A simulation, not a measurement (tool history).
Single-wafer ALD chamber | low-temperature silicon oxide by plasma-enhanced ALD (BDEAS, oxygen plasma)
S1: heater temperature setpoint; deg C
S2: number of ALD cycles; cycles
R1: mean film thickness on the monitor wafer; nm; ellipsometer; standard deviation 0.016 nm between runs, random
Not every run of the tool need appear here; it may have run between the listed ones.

run	day	S1	S2	R1
1	0	115	60	8.0401
2	0.212	115	64	8.5523
3	0.446	115	61	8.1688
4	0.65	115	66	8.8327
5	0.8	115	69	9.2552
6	1.121	117	64	8.5803
7	1.2	124	54	7.0907
8	1.508	126	53	6.9368
9	1.742	133	46	5.9144
10	1.771	131	46	5.9331
11	1.883	129	46	5.9985
12	2.162	127	46	6.0188

Run 13, settings as shown, results not yet in. Your forecast:
13	2.25	126	46	?

{"run 13": {"R1": 6.0293}}
